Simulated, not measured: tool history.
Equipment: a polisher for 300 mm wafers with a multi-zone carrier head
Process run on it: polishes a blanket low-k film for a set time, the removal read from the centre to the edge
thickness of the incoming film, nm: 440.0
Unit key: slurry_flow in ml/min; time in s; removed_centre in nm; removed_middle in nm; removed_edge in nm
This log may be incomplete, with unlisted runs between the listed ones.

{"run": 1, "hour": 0.0, "slurry_flow": 205, "centre_zone": 1, "middle_zone": 1, "edge_zone": 1, "slurry_solids": 1, "time": 78, "removed_centre": 35.534, "removed_middle": 36.491, "removed_edge": 36.379}
{"run": 2, "hour": 2.4, "slurry_flow": 225, "centre_zone": 1, "middle_zone": 1, "edge_zone": 1, "slurry_solids": 1, "time": 78, "removed_centre": 36.727, "removed_middle": 37.433, "removed_edge": 36.248}
{"run": 3, "hour": 3.0, "slurry_flow": 225, "centre_zone": 0.92, "middle_zone": 1, "edge_zone": 1, "slurry_solids": 1, "time": 78, "removed_centre": 33.176, "removed_middle": 37.322, "removed_edge": 36.687}
{"run": 4, "hour": 8.7, "slurry_flow": 240, "centre_zone": 0.95, "middle_zone": 1.06, "edge_zone": 1.02, "slurry_solids": 1.05, "time": 78, "removed_centre": 35.923, "removed_middle": 39.886, "removed_edge": 37.487}
{"run": 5, "hour": 12.9, "slurry_flow": 250, "centre_zone": 0.95, "middle_zone": 1.1, "edge_zone": 1.01, "slurry_solids": 1.15, "time": 79, "removed_centre": 38.215, "removed_middle": 43.778, "removed_edge": 40.413}
{"run": 6, "hour": 19.8, "slurry_flow": 265, "centre_zone": 0.96, "middle_zone": 1.13, "edge_zone": 0.99, "slurry_solids": 1.15, "time": 79, "removed_centre": 38.39, "removed_middle": 46.314, "removed_edge": 39.097}
{"run": 7, "hour": 23.1, "slurry_flow": 270, "centre_zone": 0.97, "middle_zone": 1.15, "edge_zone": 1, "slurry_solids": 1.2, "time": 79, "removed_centre": 40.338, "removed_middle": 47.43, "removed_edge": 40.506}
{"run": 8, "hour": 28.2, "slurry_flow": 275, "centre_zone": 0.97, "middle_zone": 1.16, "edge_zone": 1, "slurry_solids": 1.2, "time": 79, "removed_centre": 40.139, "removed_middle": 47.881, "removed_edge": 41.359}

Run 9 is up next; what results do you expect?
{"run": 9, "hour": 37.0, "slurry_flow": 280, "centre_zone": 0.98, "middle_zone": 1.17, "edge_zone": 0.99, "slurry_solids": 1.2, "time": 79, "removed_centre": "?", "removed_middle": "?", "removed_edge": "?"}

removed_centre: 40.364 nm
removed_middle: 49.014 nm
removed_edge: 40.725 nm
